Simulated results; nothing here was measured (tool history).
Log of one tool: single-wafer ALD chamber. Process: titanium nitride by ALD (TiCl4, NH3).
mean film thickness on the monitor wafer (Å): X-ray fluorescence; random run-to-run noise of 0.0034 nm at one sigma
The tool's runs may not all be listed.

run	hour	heater temperature setpoint (K)	number of ALD cycles (cycles)	NH3 pulse time (s)	mean film thickness on the monitor wafer (Å)
1	0	663.15	44	1.9	9.414
2	3	663.15	42	1.9	8.9611
3	7.7	663.15	42	1.45	8.8224
4	11.6	662.15	42	1.36	8.7159
5	12.6	662.15	42	1.36	8.6922
6	16	661.15	42	1.33	8.6676

What does the tool deliver on the next run?
7	18.6	660.15	42	1.31	?

Run 7 produced mean film thickness on the monitor wafer (Å) 8.6735.
